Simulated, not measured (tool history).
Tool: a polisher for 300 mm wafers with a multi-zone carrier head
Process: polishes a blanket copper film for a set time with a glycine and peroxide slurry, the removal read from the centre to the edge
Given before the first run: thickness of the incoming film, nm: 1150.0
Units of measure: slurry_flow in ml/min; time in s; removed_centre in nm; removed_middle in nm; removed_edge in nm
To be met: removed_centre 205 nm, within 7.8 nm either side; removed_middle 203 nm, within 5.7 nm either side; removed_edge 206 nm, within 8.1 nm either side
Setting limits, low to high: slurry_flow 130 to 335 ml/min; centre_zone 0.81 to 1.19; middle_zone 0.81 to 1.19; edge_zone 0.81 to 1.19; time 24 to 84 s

run,hour,slurry_flow,centre_zone,middle_zone,edge_zone,time,removed_centre,removed_middle,removed_edge
1,0,215,1,1,1,54,345.34,352.91,355.26
2,2,210,0.99,0.99,0.98,50,318.85,326.68,330.75
3,9.5,210,0.99,0.99,0.95,50,321.47,327.88,323.92
4,10.9,210,0.99,0.99,0.99,50,329.29,325.45,325.94
5,15.7,205,0.96,0.98,0.98,47,297.87,298.63,306.34
6,21.3,205,0.95,0.98,0.96,44,275.52,283,288.75
7,28.7,195,0.98,0.93,0.86,29,182.99,177.72,176.96
8,33.3,205,0.98,0.93,0.87,29,184.44,178.56,179.7
9,41.4,210,0.98,0.94,0.89,29,185.08,179.31,186.8
10,42.5,210,0.99,0.95,0.9,29,190.09,181.35,186.3
11,46.1,215,0.99,0.96,0.91,29,192.6,182.61,181.06
12,52.8,205,0.93,0.94,0.92,37,225.97,228.46,232.49
13,61.6,200,0.93,0.93,0.9,37,227.66,226.8,227.37
14,67.2,195,0.93,0.92,0.9,36,219.62,215.35,226.16
15,69.6,195,0.93,0.92,0.89,36,216.52,218.92,224.35
16,74.3,195,0.93,0.91,0.88,36,217.7,213.7,221.23

Which of these 4 next moves meets every target?
A,79,205,0.87,0.95,0.91,33,?,?,?
B,79,225,0.93,0.93,0.87,33,?,?,?
C,79,180,0.92,0.9,0.89,38,?,?,?
D,79,185,0.92,0.91,0.85,37,?,?,?

move,removed_centre,removed_middle,removed_edge
A,188.86,202.51,209.52
B,202,201.24,207.12
C,223.04,218.92,235.84
D,218.14,215.98,225.53
A: meets the target for the result that was furthest off, but another lies outside its allowed miss
B: hits every target within its allowed miss
C: moves away from the targets compared with the last run
D: moves away from the targets compared with the last run
So the answer is move B, the one that meets all the targets.
